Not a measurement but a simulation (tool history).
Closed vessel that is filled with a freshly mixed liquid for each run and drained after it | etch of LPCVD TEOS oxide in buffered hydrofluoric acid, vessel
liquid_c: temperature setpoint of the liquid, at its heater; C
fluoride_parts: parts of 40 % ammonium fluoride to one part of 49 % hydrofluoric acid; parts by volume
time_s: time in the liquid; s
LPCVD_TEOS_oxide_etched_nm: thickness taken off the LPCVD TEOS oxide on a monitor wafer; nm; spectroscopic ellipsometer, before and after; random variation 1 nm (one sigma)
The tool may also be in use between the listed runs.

Run 1, day 0.000: liquid_c 22.0 C, fluoride_parts 8.5 parts by volume, time_s 100 s. Result: LPCVD_TEOS_oxide_etched_nm 233.28 nm.
Run 2, day 0.033: liquid_c 21.0 C, fluoride_parts 8.5 parts by volume, time_s 100 s. Result: LPCVD_TEOS_oxide_etched_nm 219.54 nm.
Run 3, day 0.238: liquid_c 20.0 C, fluoride_parts 8.5 parts by volume, time_s 100 s. Result: LPCVD_TEOS_oxide_etched_nm 208.65 nm.
Run 4, day 0.529: liquid_c 20.0 C, fluoride_parts 8.5 parts by volume, time_s 110 s. Result: LPCVD_TEOS_oxide_etched_nm 228.90 nm.
Run 5, day 0.571: liquid_c 19.5 C, fluoride_parts 9.0 parts by volume, time_s 110 s. Result: LPCVD_TEOS_oxide_etched_nm 208.11 nm.
Run 6, day 0.721: liquid_c 19.0 C, fluoride_parts 9.0 parts by volume, time_s 110 s. Result: LPCVD_TEOS_oxide_etched_nm 206.21 nm.
Run 7, day 1.033: liquid_c 18.5 C, fluoride_parts 9.0 parts by volume, time_s 110 s. Result: LPCVD_TEOS_oxide_etched_nm 200.86 nm.
Run 8, day 1.221: liquid_c 18.0 C, fluoride_parts 9.0 parts by volume, time_s 110 s. Result: LPCVD_TEOS_oxide_etched_nm 192.55 nm.
Run 9, day 1.342: liquid_c 17.5 C, fluoride_parts 9.5 parts by volume, time_s 110 s. Result: LPCVD_TEOS_oxide_etched_nm 179.72 nm.
Run 10, day 1.533: liquid_c 17.0 C, fluoride_parts 10.0 parts by volume, time_s 110 s. Result: LPCVD_TEOS_oxide_etched_nm 170.99 nm.

Forecast run 11:
Run 11, day 1.908: liquid_c 17.0 C, fluoride_parts 10.5 parts by volume, time_s 110 s. Result: LPCVD_TEOS_oxide_etched_nm ?.

Run 11 gave LPCVD_TEOS_oxide_etched_nm 162.34 nm.
